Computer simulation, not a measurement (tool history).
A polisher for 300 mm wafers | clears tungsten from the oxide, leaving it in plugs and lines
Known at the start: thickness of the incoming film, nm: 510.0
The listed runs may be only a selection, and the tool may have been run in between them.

run  hour  flow of slurry (ml/min)  pressure of the wafer on the pad (psi)  speed of the pad under the wafer (m/s)  abrasive content of the slurry  overpolish time after the end point (s)  time until the end point was called (s)
  1   0.0                      180                                     3.4                                    1.08                             1.0                                       21                                   108.56
  2   5.4                      155                                     3.4                                    1.08                             1.0                                       21                                   110.25
  3  11.8                      155                                     3.2                                    1.02                             1.0                                       21                                   121.33
  4  18.5                      155                                     3.0                                    0.96                             1.0                                       21                                   134.75
  5  19.4                      155                                     3.0                                    0.96                             1.0                                       21                                   136.80
  6  24.7                      155                                     3.0                                    0.96                             1.0                                       22                                   134.76
  7  31.6                      155                                     2.8                                    0.90                             1.0                                       22                                   155.46
  8  39.8                      155                                     2.6                                    0.86                             1.0                                       22                                   173.58
  9  43.7                      155                                     2.5                                    0.84                             1.0                                       22                                   183.60

Expected results for the next run?
 10  52.7                      155                                     2.5                                    0.84                             1.0                                       22                                        ?

{"run 10": {"time until the end point was called (s)": 180.56}}
